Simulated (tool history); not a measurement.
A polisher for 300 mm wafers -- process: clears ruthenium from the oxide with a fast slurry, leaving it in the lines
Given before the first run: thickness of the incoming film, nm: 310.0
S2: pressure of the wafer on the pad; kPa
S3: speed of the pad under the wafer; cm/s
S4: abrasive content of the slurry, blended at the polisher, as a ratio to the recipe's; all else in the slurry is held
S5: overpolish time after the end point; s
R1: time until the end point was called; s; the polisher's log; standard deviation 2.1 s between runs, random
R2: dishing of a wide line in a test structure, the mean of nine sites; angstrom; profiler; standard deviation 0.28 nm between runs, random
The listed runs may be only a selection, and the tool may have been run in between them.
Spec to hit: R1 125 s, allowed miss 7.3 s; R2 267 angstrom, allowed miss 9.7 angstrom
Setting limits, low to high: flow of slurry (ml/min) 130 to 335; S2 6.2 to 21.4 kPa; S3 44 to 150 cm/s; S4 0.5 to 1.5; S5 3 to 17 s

{"run": 1, "hour": 0.0, "flow of slurry (ml/min)": 215, "S2": 13.8, "S3": 96, "S4": 1, "S5": 9, "R1": 121.16, "R2": 206.35}
{"run": 2, "hour": 2.3, "flow of slurry (ml/min)": 215, "S2": 13.8, "S3": 106, "S4": 1, "S5": 9, "R1": 116.39, "R2": 220.99}
{"run": 3, "hour": 10.3, "flow of slurry (ml/min)": 215, "S2": 13.8, "S3": 116, "S4": 1, "S5": 9, "R1": 110.08, "R2": 235.55}
{"run": 4, "hour": 16.6, "flow of slurry (ml/min)": 210, "S2": 13.8, "S3": 116, "S4": 1, "S5": 9, "R1": 109.64, "R2": 229.14}
{"run": 5, "hour": 20.1, "flow of slurry (ml/min)": 210, "S2": 15.9, "S3": 116, "S4": 1, "S5": 9, "R1": 94.318, "R2": 265.23}
{"run": 6, "hour": 29.0, "flow of slurry (ml/min)": 210, "S2": 15.9, "S3": 134, "S4": 1, "S5": 9, "R1": 85.151, "R2": 296.23}
{"run": 7, "hour": 29.9, "flow of slurry (ml/min)": 205, "S2": 15.2, "S3": 134, "S4": 1, "S5": 9, "R1": 87.578, "R2": 279.57}
{"run": 8, "hour": 36.4, "flow of slurry (ml/min)": 200, "S2": 14.5, "S3": 134, "S4": 1, "S5": 9, "R1": 94.437, "R2": 264.75}
{"run": 9, "hour": 41.3, "flow of slurry (ml/min)": 195, "S2": 13.8, "S3": 134, "S4": 1, "S5": 9, "R1": 98.435, "R2": 253.06}
{"run": 10, "hour": 41.9, "flow of slurry (ml/min)": 190, "S2": 13.1, "S3": 134, "S4": 1, "S5": 9, "R1": 106.03, "R2": 237.65}
{"run": 11, "hour": 46.2, "flow of slurry (ml/min)": 185, "S2": 13.1, "S3": 134, "S4": 1, "S5": 9, "R1": 105.16, "R2": 238.25}
{"run": 12, "hour": 54.9, "flow of slurry (ml/min)": 180, "S2": 13.1, "S3": 134, "S4": 1, "S5": 9, "R1": 107.94, "R2": 237.57}
{"run": 13, "hour": 62.0, "flow of slurry (ml/min)": 175, "S2": 13.1, "S3": 134, "S4": 1, "S5": 9, "R1": 107.5, "R2": 236.26}

Next run, 5 choices. One meets every target within its allowed miss, the rest don't. Which?
{"run": "A", "hour": 69.1, "flow of slurry (ml/min)": 170, "S2": 14.5, "S3": 124, "S4": 1.15, "S5": 7, "R1": "?", "R2": "?"}
{"run": "B", "hour": 69.1, "flow of slurry (ml/min)": 235, "S2": 11, "S3": 130, "S4": 0.95, "S5": 12, "R1": "?", "R2": "?"}
{"run": "C", "hour": 69.1, "flow of slurry (ml/min)": 220, "S2": 14.5, "S3": 144, "S4": 1.15, "S5": 6, "R1": "?", "R2": "?"}
{"run": "D", "hour": 69.1, "flow of slurry (ml/min)": 170, "S2": 11.7, "S3": 150, "S4": 1.3, "S5": 9, "R1": "?", "R2": "?"}
{"run": "E", "hour": 69.1, "flow of slurry (ml/min)": 195, "S2": 15.9, "S3": 114, "S4": 1.3, "S5": 9, "R1": "?", "R2": "?"}

move=A R1=94.872 R2=210.77
move=B R1=126.8 R2=267.21
move=C R1=81.948 R2=209.22
move=D R1=95.227 R2=266.88
move=E R1=85.433 R2=295.69
A: its largest miss is bigger than the last run's
B: all results land within tolerance of their targets
C: its largest miss is bigger than the last run's
D: gets the furthest-off result to its target, but another result is out of tolerance
E: carries the result that was furthest off beyond its target, to the other side
B is the move that brings every result within its allowed miss.
